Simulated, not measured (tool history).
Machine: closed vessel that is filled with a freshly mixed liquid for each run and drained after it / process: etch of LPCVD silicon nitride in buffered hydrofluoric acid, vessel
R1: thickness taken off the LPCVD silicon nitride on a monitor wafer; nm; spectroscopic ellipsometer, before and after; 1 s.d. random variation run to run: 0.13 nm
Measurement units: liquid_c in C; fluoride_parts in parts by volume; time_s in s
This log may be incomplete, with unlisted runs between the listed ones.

{"run": 1, "hour": 0.0, "liquid_c": 25, "fluoride_parts": 14.5, "time_s": 860, "R1": 8.1827}
{"run": 2, "hour": 6.2, "liquid_c": 26, "fluoride_parts": 14, "time_s": 860, "R1": 8.9106}
{"run": 3, "hour": 9.0, "liquid_c": 26, "fluoride_parts": 17.5, "time_s": 860, "R1": 7.1366}
{"run": 4, "hour": 16.5, "liquid_c": 27, "fluoride_parts": 16.5, "time_s": 860, "R1": 8.1221}
{"run": 5, "hour": 23.2, "liquid_c": 28, "fluoride_parts": 16, "time_s": 860, "R1": 8.6799}
{"run": 6, "hour": 31.0, "liquid_c": 28, "fluoride_parts": 16, "time_s": 675, "R1": 6.8025}
{"run": 7, "hour": 32.1, "liquid_c": 28.5, "fluoride_parts": 14.5, "time_s": 680, "R1": 7.9379}
{"run": 8, "hour": 40.8, "liquid_c": 29, "fluoride_parts": 13.5, "time_s": 685, "R1": 8.6128}

Estimate the outcome of run 9 from the log above:
{"run": 9, "hour": 43.4, "liquid_c": 32, "fluoride_parts": 8.5, "time_s": 705, "R1": "?"}

Logged for run 9: R1 15.718 nm.
